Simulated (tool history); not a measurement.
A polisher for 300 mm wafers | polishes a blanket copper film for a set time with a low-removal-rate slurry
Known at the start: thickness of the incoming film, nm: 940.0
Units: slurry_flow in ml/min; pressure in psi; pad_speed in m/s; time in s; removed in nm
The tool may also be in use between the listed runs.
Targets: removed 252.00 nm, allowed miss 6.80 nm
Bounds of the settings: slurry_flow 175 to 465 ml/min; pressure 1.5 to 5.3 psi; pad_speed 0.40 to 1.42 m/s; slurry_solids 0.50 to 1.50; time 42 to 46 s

Run 1, hour 0.0: slurry_flow 295 ml/min, pressure 3.4 psi, pad_speed 0.90 m/s, slurry_solids 1.00, time 46 s. Result: removed 140.71 nm.
Run 2, hour 1.7: slurry_flow 295 ml/min, pressure 3.6 psi, pad_speed 0.90 m/s, slurry_solids 1.00, time 46 s. Result: removed 146.03 nm.
Run 3, hour 2.7: slurry_flow 295 ml/min, pressure 3.8 psi, pad_speed 0.92 m/s, slurry_solids 1.00, time 46 s. Result: removed 156.38 nm.
Run 4, hour 10.9: slurry_flow 295 ml/min, pressure 4.0 psi, pad_speed 0.94 m/s, slurry_solids 1.00, time 46 s. Result: removed 169.80 nm.
Run 5, hour 11.5: slurry_flow 295 ml/min, pressure 4.0 psi, pad_speed 0.94 m/s, slurry_solids 1.10, time 46 s. Result: removed 170.06 nm.
Run 6, hour 18.1: slurry_flow 295 ml/min, pressure 4.0 psi, pad_speed 0.94 m/s, slurry_solids 1.10, time 46 s. Result: removed 169.86 nm.
Run 7, hour 18.8: slurry_flow 295 ml/min, pressure 4.0 psi, pad_speed 0.94 m/s, slurry_solids 1.10, time 46 s. Result: removed 171.99 nm.
Run 8, hour 25.0: slurry_flow 295 ml/min, pressure 4.1 psi, pad_speed 0.94 m/s, slurry_solids 1.10, time 46 s. Result: removed 175.25 nm.
Run 9, hour 27.9: slurry_flow 295 ml/min, pressure 4.2 psi, pad_speed 0.94 m/s, slurry_solids 1.10, time 46 s. Result: removed 178.24 nm.
Run 10, hour 35.0: slurry_flow 295 ml/min, pressure 4.3 psi, pad_speed 0.94 m/s, slurry_solids 1.10, time 46 s. Result: removed 181.07 nm.
Run 11, hour 42.7: slurry_flow 295 ml/min, pressure 4.4 psi, pad_speed 0.96 m/s, slurry_solids 1.10, time 46 s. Result: removed 191.69 nm.
Run 12, hour 48.5: slurry_flow 305 ml/min, pressure 5.3 psi, pad_speed 0.96 m/s, slurry_solids 1.10, time 46 s. Result: removed 223.49 nm.
Run 13, hour 51.1: slurry_flow 305 ml/min, pressure 5.3 psi, pad_speed 0.98 m/s, slurry_solids 1.10, time 46 s. Result: removed 226.84 nm.
Run 14, hour 55.8: slurry_flow 305 ml/min, pressure 5.3 psi, pad_speed 0.98 m/s, slurry_solids 1.10, time 46 s. Result: removed 227.72 nm.

5 next moves are on the table. One of them brings every result within its allowed miss. Which?
Run A, hour 60.5: slurry_flow 280 ml/min, pressure 5.3 psi, pad_speed 1.02 m/s, slurry_solids 1.20, time 46 s. Result: removed ?.
Run B, hour 60.5: slurry_flow 300 ml/min, pressure 5.3 psi, pad_speed 1.04 m/s, slurry_solids 1.10, time 46 s. Result: removed ?.
Run C, hour 60.5: slurry_flow 405 ml/min, pressure 5.2 psi, pad_speed 1.18 m/s, slurry_solids 1.05, time 45 s. Result: removed ?.
Run D, hour 60.5: slurry_flow 285 ml/min, pressure 5.3 psi, pad_speed 1.24 m/s, slurry_solids 0.90, time 43 s. Result: removed ?.
Run E, hour 60.5: slurry_flow 275 ml/min, pressure 5.3 psi, pad_speed 1.12 m/s, slurry_solids 1.15, time 42 s. Result: removed ?.

move  removed
   A   238.54
   B   239.90
   C   264.70
   D   253.13
   E   235.82
A: nearer than the last run, and not there yet
B: nearer than the last run, and not there yet
C: takes the result that was furthest off past its target
D: meets every target
E: nearer than the last run, and not there yet
Answer: D
